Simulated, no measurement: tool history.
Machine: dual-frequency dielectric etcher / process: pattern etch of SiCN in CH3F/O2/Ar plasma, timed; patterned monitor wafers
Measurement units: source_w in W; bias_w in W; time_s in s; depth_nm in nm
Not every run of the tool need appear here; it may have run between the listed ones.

run,hour,source_w,bias_w,time_s,depth_nm
1,0.0,510,95,93,47.283
2,5.7,450,86,93,43.386
3,12.0,450,103,93,46.802
4,16.7,540,103,93,50.603
5,17.6,540,113,93,52.497
6,18.7,540,113,97,54.793
7,21.0,470,97,96,48.050

What will run 8 give?
8,28.3,420,87,96,?

Run 8 came out at depth_nm 43.333 nm.
